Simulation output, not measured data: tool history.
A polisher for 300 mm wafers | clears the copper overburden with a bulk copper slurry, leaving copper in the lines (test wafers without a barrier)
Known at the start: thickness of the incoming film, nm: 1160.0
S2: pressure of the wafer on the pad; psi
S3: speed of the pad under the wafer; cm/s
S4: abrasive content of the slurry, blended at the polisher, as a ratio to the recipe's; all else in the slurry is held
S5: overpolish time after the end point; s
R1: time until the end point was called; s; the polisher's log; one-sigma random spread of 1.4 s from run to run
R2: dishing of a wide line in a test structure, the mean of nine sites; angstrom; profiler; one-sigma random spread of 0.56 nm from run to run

Run 1, hour 0.0: flow of slurry (ml/min) 190, S2 2.7 psi, S3 110 cm/s, S4 1.00, S5 15 s. Result: R1 108.33 s, R2 556.53 angstrom.
Run 2, hour 7.8: flow of slurry (ml/min) 190, S2 2.5 psi, S3 112 cm/s, S4 1.00, S5 14 s. Result: R1 114.05 s, R2 518.85 angstrom.
Run 3, hour 8.9: flow of slurry (ml/min) 190, S2 2.4 psi, S3 114 cm/s, S4 1.00, S5 13 s. Result: R1 117.57 s, R2 495.01 angstrom.
Run 4, hour 16.5: flow of slurry (ml/min) 190, S2 2.3 psi, S3 116 cm/s, S4 1.00, S5 12 s. Result: R1 120.09 s, R2 480.34 angstrom.
Run 5, hour 18.5: flow of slurry (ml/min) 190, S2 2.2 psi, S3 118 cm/s, S4 1.00, S5 11 s. Result: R1 122.68 s, R2 443.74 angstrom.
Run 6, hour 26.7: flow of slurry (ml/min) 190, S2 2.1 psi, S3 120 cm/s, S4 1.00, S5 10 s. Result: R1 128.21 s, R2 426.76 angstrom.
Run 7, hour 30.2: flow of slurry (ml/min) 190, S2 1.4 psi, S3 136 cm/s, S4 1.05, S5 4 s. Result: R1 162.86 s, R2 180.50 angstrom.
Run 8, hour 35.2: flow of slurry (ml/min) 190, S2 1.4 psi, S3 134 cm/s, S4 1.05, S5 4 s. Result: R1 166.51 s, R2 175.39 angstrom.
Run 9, hour 36.1: flow of slurry (ml/min) 190, S2 1.5 psi, S3 132 cm/s, S4 1.05, S5 4 s. Result: R1 157.54 s, R2 190.35 angstrom.
Run 10, hour 38.6: flow of slurry (ml/min) 190, S2 1.5 psi, S3 130 cm/s, S4 1.05, S5 4 s. Result: R1 160.55 s, R2 181.37 angstrom.
Run 11, hour 40.1: flow of slurry (ml/min) 190, S2 1.5 psi, S3 130 cm/s, S4 1.00, S5 4 s. Result: R1 158.87 s, R2 184.74 angstrom.
Run 12, hour 46.4: flow of slurry (ml/min) 190, S2 1.5 psi, S3 128 cm/s, S4 1.00, S5 5 s. Result: R1 163.87 s, R2 213.83 angstrom.
Run 13, hour 51.6: flow of slurry (ml/min) 210, S2 1.9 psi, S3 124 cm/s, S4 1.05, S5 12 s. Result: R1 131.10 s, R2 445.17 angstrom.
Run 14, hour 52.7: flow of slurry (ml/min) 210, S2 1.9 psi, S3 124 cm/s, S4 1.05, S5 12 s. Result: R1 131.72 s, R2 444.02 angstrom.
Run 15, hour 56.5: flow of slurry (ml/min) 200, S2 1.9 psi, S3 124 cm/s, S4 1.05, S5 12 s. Result: R1 131.85 s, R2 442.29 angstrom.
At hour 59.0: slurry blender recalibrated.
Run 16, hour 59.0: flow of slurry (ml/min) 195, S2 1.9 psi, S3 124 cm/s, S4 1.05, S5 12 s. Result: R1 126.75 s, R2 469.85 angstrom.
Run 17, hour 65.0: flow of slurry (ml/min) 200, S2 1.9 psi, S3 124 cm/s, S4 1.05, S5 12 s. Result: R1 124.44 s, R2 466.93 angstrom.
Run 18, hour 73.3: flow of slurry (ml/min) 190, S2 1.7 psi, S3 122 cm/s, S4 1.10, S5 10 s. Result: R1 139.66 s, R2 399.73 angstrom.
Run 19, hour 77.2: flow of slurry (ml/min) 190, S2 1.7 psi, S3 122 cm/s, S4 1.10, S5 10 s. Result: R1 139.10 s, R2 382.01 angstrom.
Run 20, hour 79.4: flow of slurry (ml/min) 200, S2 1.7 psi, S3 126 cm/s, S4 1.00, S5 9 s. Result: R1 138.24 s, R2 365.13 angstrom.
Run 21, hour 85.1: flow of slurry (ml/min) 195, S2 1.7 psi, S3 126 cm/s, S4 1.10, S5 9 s. Result: R1 136.90 s, R2 366.29 angstrom.

Run 22 comes next. What will it give?
Run 22, hour 92.3: flow of slurry (ml/min) 195, S2 1.6 psi, S3 130 cm/s, S4 1.05, S5 9 s. Result: R1 ?, R2 ?.

R1: 144.05 s
R2: 353.48 angstrom
